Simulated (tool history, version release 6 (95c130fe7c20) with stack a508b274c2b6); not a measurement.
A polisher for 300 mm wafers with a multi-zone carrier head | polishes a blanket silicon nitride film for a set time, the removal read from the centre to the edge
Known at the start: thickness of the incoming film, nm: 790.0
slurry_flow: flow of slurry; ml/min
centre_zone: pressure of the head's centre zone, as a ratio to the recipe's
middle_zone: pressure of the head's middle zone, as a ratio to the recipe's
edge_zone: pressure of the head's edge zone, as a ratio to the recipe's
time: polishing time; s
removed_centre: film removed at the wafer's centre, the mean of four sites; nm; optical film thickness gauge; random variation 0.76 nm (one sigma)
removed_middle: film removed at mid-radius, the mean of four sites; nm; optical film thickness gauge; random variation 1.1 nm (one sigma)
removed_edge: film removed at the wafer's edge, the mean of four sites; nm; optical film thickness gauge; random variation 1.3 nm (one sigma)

run 1 hour=0.0 | slurry_flow=300 centre_zone=1.00 middle_zone=1.00 edge_zone=1.00 time=51 | removed_centre=107.440 removed_middle=108.950 removed_edge=106.070
run 2 hour=5.2 | slurry_flow=300 centre_zone=1.07 middle_zone=1.00 edge_zone=1.00 time=51 | removed_centre=114.020 removed_middle=105.940 removed_edge=105.410
run 3 hour=11.3 | slurry_flow=330 centre_zone=1.07 middle_zone=1.00 edge_zone=1.00 time=51 | removed_centre=114.300 removed_middle=106.790 removed_edge=108.770
run 4 hour=19.0 | slurry_flow=315 centre_zone=1.03 middle_zone=0.96 edge_zone=0.98 time=49 | removed_centre=107.940 removed_middle=100.180 removed_edge=98.675
run 5 hour=24.2 | slurry_flow=315 centre_zone=1.03 middle_zone=0.96 edge_zone=1.01 time=49 | removed_centre=105.580 removed_middle=101.290 removed_edge=101.780
run 6 hour=25.6 | slurry_flow=310 centre_zone=1.01 middle_zone=0.93 edge_zone=1.02 time=48 | removed_centre=101.250 removed_middle=95.595 removed_edge=96.982
run 7 hour=27.5 | slurry_flow=305 centre_zone=0.99 middle_zone=0.91 edge_zone=1.03 time=48 | removed_centre=100.030 removed_middle=92.850 removed_edge=101.810
run 8 hour=29.5 | slurry_flow=300 centre_zone=0.97 middle_zone=0.91 edge_zone=1.01 time=47 | removed_centre=96.567 removed_middle=92.243 removed_edge=96.245

Forecast run 9:
-- hour=37.2 edge zone pressure recalibrated
run 9 hour=37.2 | slurry_flow=275 centre_zone=0.94 middle_zone=0.88 edge_zone=0.98 time=46 | removed_centre=? removed_middle=? removed_edge=?

removed_centre: 91.912 nm
removed_middle: 85.109 nm
removed_edge: 96.872 nm

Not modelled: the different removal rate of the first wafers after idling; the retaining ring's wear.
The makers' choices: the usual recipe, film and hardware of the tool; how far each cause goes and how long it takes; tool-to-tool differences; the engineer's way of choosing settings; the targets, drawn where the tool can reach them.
